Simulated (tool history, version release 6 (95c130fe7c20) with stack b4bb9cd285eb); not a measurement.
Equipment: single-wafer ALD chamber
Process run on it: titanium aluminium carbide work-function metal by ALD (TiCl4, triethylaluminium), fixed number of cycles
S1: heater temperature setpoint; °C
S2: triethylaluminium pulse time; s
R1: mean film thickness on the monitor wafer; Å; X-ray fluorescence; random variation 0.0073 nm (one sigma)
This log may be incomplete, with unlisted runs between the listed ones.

| run | hour | S1 | S2 | R1 |
|---|---|---|---|---|
| 1 | 0.0 | 305 | 10.19 | 18.742 |
| 2 | 6.0 | 295 | 10.19 | 17.683 |
| 3 | 13.4 | 294 | 10.11 | 17.452 |
| 4 | 15.2 | 294 | 11.41 | 17.729 |
| 5 | 21.2 | 294 | 13.54 | 18.160 |
| 6 | 22.3 | 290 | 13.54 | 17.931 |
| 7 | 26.3 | 289 | 13.24 | 17.798 |
| 8 | 34.2 | 288 | 12.94 | 17.647 |
| 9 | 37.8 | 287 | 12.67 | 17.480 |
| 10 | 43.3 | 286 | 12.47 | 17.365 |
| 11 | 44.4 | 285 | 12.29 | 17.359 |
| 12 | 48.4 | 284 | 11.98 | 17.192 |
| 13 | 55.9 | 284 | 11.77 | 17.047 |
| 14 | 58.0 | 284 | 11.70 | 17.177 |
| 15 | 63.5 | 284 | 11.48 | 17.032 |
| 16 | 68.2 | 284 | 11.41 | 16.998 |
| 17 | 74.9 | 284 | 11.36 | 17.168 |
|  | 82.0 | triethylaluminium bottle replaced |
| 18 | 82.0 | 284 | 11.10 | 17.219 |
| 19 | 88.9 | 284 | 10.63 | 17.280 |
| 20 | 89.7 | 284 | 9.71 | 16.973 |
| 21 | 91.0 | 284 | 9.61 | 17.047 |

Run 22, settings as shown, results not yet in. Your forecast:
| 22 | 94.5 | 284 | 9.35 | ? |

{"run 22": {"R1": 16.997}}

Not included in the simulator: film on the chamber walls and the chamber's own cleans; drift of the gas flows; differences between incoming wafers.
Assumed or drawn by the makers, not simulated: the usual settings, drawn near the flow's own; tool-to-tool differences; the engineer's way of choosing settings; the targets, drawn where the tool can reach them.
